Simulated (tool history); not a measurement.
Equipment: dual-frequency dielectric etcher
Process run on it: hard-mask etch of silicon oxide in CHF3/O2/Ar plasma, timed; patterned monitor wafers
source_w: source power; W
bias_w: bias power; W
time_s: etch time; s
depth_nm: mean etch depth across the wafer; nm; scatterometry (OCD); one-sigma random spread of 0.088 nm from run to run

{"run": 1, "hour": 0.0, "source_w": 680, "bias_w": 131, "time_s": 14, "depth_nm": 25.582}
{"run": 2, "hour": 2.7, "source_w": 760, "bias_w": 131, "time_s": 14, "depth_nm": 26.752}
{"run": 3, "hour": 6.4, "source_w": 760, "bias_w": 131, "time_s": 14, "depth_nm": 26.677}
{"run": 4, "hour": 13.7, "source_w": 660, "bias_w": 125, "time_s": 14, "depth_nm": 24.771}
{"run": 5, "hour": 20.7, "source_w": 660, "bias_w": 117, "time_s": 14, "depth_nm": 24.228}
{"run": 6, "hour": 27.5, "source_w": 660, "bias_w": 117, "time_s": 13, "depth_nm": 22.279}

Run 7, settings as shown, results not yet in. Your forecast:
{"run": 7, "hour": 30.9, "source_w": 640, "bias_w": 117, "time_s": 13, "depth_nm": "?"}

{"run 7": {"depth_nm": 22.153}}
